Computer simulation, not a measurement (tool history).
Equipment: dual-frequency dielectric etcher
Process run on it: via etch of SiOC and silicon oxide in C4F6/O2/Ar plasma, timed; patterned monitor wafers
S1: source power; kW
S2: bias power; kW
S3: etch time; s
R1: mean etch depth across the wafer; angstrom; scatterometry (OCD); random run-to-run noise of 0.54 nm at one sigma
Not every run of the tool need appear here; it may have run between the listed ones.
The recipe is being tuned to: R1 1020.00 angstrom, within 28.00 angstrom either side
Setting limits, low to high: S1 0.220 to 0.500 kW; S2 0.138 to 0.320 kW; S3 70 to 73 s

Run 1, hour 0.0: S1 0.360 kW, S2 0.229 kW, S3 70 s. Result: R1 910.09 angstrom.
Run 2, hour 6.2: S1 0.360 kW, S2 0.229 kW, S3 70 s. Result: R1 893.02 angstrom.
Run 3, hour 13.8: S1 0.380 kW, S2 0.233 kW, S3 70 s. Result: R1 929.91 angstrom.
Run 4, hour 18.9: S1 0.380 kW, S2 0.217 kW, S3 70 s. Result: R1 909.16 angstrom.
Run 5, hour 22.6: S1 0.390 kW, S2 0.220 kW, S3 70 s. Result: R1 918.44 angstrom.
Run 6, hour 30.0: S1 0.410 kW, S2 0.220 kW, S3 70 s. Result: R1 941.67 angstrom.
Run 7, hour 33.9: S1 0.420 kW, S2 0.222 kW, S3 70 s. Result: R1 955.52 angstrom.
Run 8, hour 41.1: S1 0.430 kW, S2 0.224 kW, S3 70 s. Result: R1 974.19 angstrom.
Run 9, hour 47.2: S1 0.440 kW, S2 0.225 kW, S3 70 s. Result: R1 988.13 angstrom.

4 next moves are on the table. One of them brings every result within its allowed miss. Which?
Run A, hour 53.3: S1 0.450 kW, S2 0.208 kW, S3 70 s. Result: R1 ?.
Run B, hour 53.3: S1 0.430 kW, S2 0.233 kW, S3 73 s. Result: R1 ?.
Run C, hour 53.3: S1 0.390 kW, S2 0.240 kW, S3 70 s. Result: R1 ?.
Run D, hour 53.3: S1 0.480 kW, S2 0.197 kW, S3 70 s. Result: R1 ?.

move       R1
   A   972.14
   B  1030.40
   C   954.97
   D   983.49
A: its largest miss is bigger than the last run's
B: all results land within tolerance of their targets
C: its largest miss is bigger than the last run's
D: its largest miss is bigger than the last run's
The move that meets every target is B.

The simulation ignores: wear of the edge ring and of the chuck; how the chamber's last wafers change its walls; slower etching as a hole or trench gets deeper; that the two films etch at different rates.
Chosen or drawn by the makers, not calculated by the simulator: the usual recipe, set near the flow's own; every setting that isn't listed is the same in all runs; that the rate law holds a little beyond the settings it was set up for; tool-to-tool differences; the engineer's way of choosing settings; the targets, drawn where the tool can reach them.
